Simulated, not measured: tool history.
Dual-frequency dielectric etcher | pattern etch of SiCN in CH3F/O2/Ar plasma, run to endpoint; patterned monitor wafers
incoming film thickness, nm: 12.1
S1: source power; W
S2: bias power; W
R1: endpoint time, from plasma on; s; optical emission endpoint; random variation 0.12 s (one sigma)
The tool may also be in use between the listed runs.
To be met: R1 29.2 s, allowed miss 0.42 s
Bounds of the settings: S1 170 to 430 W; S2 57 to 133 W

run	day	S1	S2	R1
1	0	300	95	34.846
2	0.188	260	95	36.42
3	0.375	280	96	35.427
4	0.638	330	96	34.129
5	0.838	340	99	33.339
6	0.988	340	108	31.824
7	1.321	350	109	31.487
8	1.583	350	109	31.259
9	1.658	360	109	31.309
10	2.025	360	109	31.336
11	2.35	370	110	30.814
12	2.462	380	110	30.654

Which of these 5 next moves meets every target?
A	2.575	370	113	?
B	2.575	340	107	?
C	2.575	390	118	?
D	2.575	370	100	?
E	2.575	430	119	?

move	R1
A	30.422
B	32.006
C	29.339
D	32.304
E	28.4
A: nearer than the last run, and not there yet
B: further off than the last run
C: meets every target
D: further off than the last run
E: takes the result that was furthest off past its target
Move C is the one to make.

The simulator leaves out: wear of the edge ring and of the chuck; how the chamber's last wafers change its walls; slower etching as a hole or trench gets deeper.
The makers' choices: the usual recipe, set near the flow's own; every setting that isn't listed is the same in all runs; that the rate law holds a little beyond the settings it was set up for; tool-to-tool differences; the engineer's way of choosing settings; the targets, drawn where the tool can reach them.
